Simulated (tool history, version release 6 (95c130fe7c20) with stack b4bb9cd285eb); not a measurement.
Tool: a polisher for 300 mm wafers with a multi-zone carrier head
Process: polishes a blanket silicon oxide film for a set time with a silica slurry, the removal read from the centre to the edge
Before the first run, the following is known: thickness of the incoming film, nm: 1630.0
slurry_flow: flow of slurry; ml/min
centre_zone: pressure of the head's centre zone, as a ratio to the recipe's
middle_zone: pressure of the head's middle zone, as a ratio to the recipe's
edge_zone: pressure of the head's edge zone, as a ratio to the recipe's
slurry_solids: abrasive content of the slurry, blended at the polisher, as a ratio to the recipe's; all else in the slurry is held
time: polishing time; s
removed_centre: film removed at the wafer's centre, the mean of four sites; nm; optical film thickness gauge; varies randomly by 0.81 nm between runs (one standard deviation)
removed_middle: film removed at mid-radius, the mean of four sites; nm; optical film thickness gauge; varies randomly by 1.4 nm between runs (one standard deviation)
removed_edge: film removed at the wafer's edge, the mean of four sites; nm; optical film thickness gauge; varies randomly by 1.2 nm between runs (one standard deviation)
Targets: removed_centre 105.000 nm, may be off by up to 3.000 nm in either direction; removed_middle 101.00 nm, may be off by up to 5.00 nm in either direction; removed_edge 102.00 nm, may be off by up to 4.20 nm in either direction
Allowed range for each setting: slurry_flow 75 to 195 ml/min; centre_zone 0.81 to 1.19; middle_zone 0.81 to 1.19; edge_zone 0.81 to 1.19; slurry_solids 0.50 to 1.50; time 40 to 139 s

{"run": 1, "hour": 0.0, "slurry_flow": 125, "centre_zone": 1.0, "middle_zone": 1.0, "edge_zone": 1.0, "slurry_solids": 1.0, "time": 89, "removed_centre": 185.81, "removed_middle": 181.44, "removed_edge": 186.37}
{"run": 2, "hour": 6.6, "slurry_flow": 125, "centre_zone": 0.92, "middle_zone": 1.0, "edge_zone": 1.0, "slurry_solids": 1.0, "time": 89, "removed_centre": 173.85, "removed_middle": 184.62, "removed_edge": 187.89}
{"run": 3, "hour": 9.7, "slurry_flow": 125, "centre_zone": 0.92, "middle_zone": 1.0, "edge_zone": 1.0, "slurry_solids": 1.0, "time": 76, "removed_centre": 146.81, "removed_middle": 154.39, "removed_edge": 158.92}
{"run": 4, "hour": 15.9, "slurry_flow": 125, "centre_zone": 0.92, "middle_zone": 1.0, "edge_zone": 0.95, "slurry_solids": 1.0, "time": 76, "removed_centre": 147.98, "removed_middle": 159.4, "removed_edge": 155.52}
{"run": 5, "hour": 23.3, "slurry_flow": 125, "centre_zone": 0.92, "middle_zone": 1.0, "edge_zone": 0.95, "slurry_solids": 0.95, "time": 76, "removed_centre": 145.92, "removed_middle": 154.46, "removed_edge": 150.72}
{"run": 6, "hour": 26.5, "slurry_flow": 125, "centre_zone": 0.92, "middle_zone": 1.0, "edge_zone": 0.92, "slurry_solids": 0.95, "time": 76, "removed_centre": 140.5, "removed_middle": 148.82, "removed_edge": 150.31}
{"run": 7, "hour": 33.3, "slurry_flow": 125, "centre_zone": 0.93, "middle_zone": 1.01, "edge_zone": 0.91, "slurry_solids": 0.9, "time": 74, "removed_centre": 135.75, "removed_middle": 140.28, "removed_edge": 135.61}
{"run": 8, "hour": 41.3, "slurry_flow": 120, "centre_zone": 0.93, "middle_zone": 1.0, "edge_zone": 0.9, "slurry_solids": 0.85, "time": 74, "removed_centre": 128.36, "removed_middle": 133.92, "removed_edge": 133.62}
{"run": 9, "hour": 43.0, "slurry_flow": 120, "centre_zone": 0.93, "middle_zone": 1.0, "edge_zone": 0.9, "slurry_solids": 0.85, "time": 74, "removed_centre": 129.65, "removed_middle": 136.1, "removed_edge": 135.48}
{"run": 10, "hour": 44.4, "slurry_flow": 120, "centre_zone": 0.93, "middle_zone": 1.0, "edge_zone": 0.9, "slurry_solids": 0.85, "time": 74, "removed_centre": 130.58, "removed_middle": 135.74, "removed_edge": 132.68}
{"run": 11, "hour": 49.1, "slurry_flow": 120, "centre_zone": 0.93, "middle_zone": 1.0, "edge_zone": 0.9, "slurry_solids": 0.85, "time": 74, "removed_centre": 130.71, "removed_middle": 136.65, "removed_edge": 134.6}
{"run": 12, "hour": 55.0, "slurry_flow": 120, "centre_zone": 0.94, "middle_zone": 1.0, "edge_zone": 0.89, "slurry_solids": 0.8, "time": 73, "removed_centre": 121.8, "removed_middle": 127.16, "removed_edge": 123.9}

Which of these 5 next moves meets every target?
{"run": "A", "hour": 60.9, "slurry_flow": 75, "centre_zone": 0.91, "middle_zone": 0.96, "edge_zone": 0.99, "slurry_solids": 0.7, "time": 75, "removed_centre": "?", "removed_middle": "?", "removed_edge": "?"}
{"run": "B", "hour": 60.9, "slurry_flow": 115, "centre_zone": 0.9, "middle_zone": 0.98, "edge_zone": 0.94, "slurry_solids": 0.8, "time": 66, "removed_centre": "?", "removed_middle": "?", "removed_edge": "?"}
{"run": "C", "hour": 60.9, "slurry_flow": 100, "centre_zone": 1.02, "middle_zone": 1.0, "edge_zone": 0.92, "slurry_solids": 0.85, "time": 58, "removed_centre": "?", "removed_middle": "?", "removed_edge": "?"}
{"run": "D", "hour": 60.9, "slurry_flow": 145, "centre_zone": 0.82, "middle_zone": 1.18, "edge_zone": 0.9, "slurry_solids": 0.85, "time": 81, "removed_centre": "?", "removed_middle": "?", "removed_edge": "?"}
{"run": "E", "hour": 60.9, "slurry_flow": 140, "centre_zone": 0.89, "middle_zone": 1.04, "edge_zone": 0.93, "slurry_solids": 0.65, "time": 76, "removed_centre": "?", "removed_middle": "?", "removed_edge": "?"}

move=A removed_centre=95.093 removed_middle=100.50 removed_edge=108.99
move=B removed_centre=105.530 removed_middle=112.57 removed_edge=113.29
move=C removed_centre=104.240 removed_middle=101.66 removed_edge=100.89
move=D removed_centre=131.970 removed_middle=177.63 removed_edge=147.65
move=E removed_centre=105.700 removed_middle=119.03 removed_edge=112.01
A: takes the biggest miss from the last run beyond its target
B: the worst result of the last run now meets its target, but another is out of spec
C: hits every target within its allowed miss
D: moves away from the targets compared with the last run
E: the worst result of the last run now meets its target, but another is out of spec
C is the move that brings every result within its allowed miss.
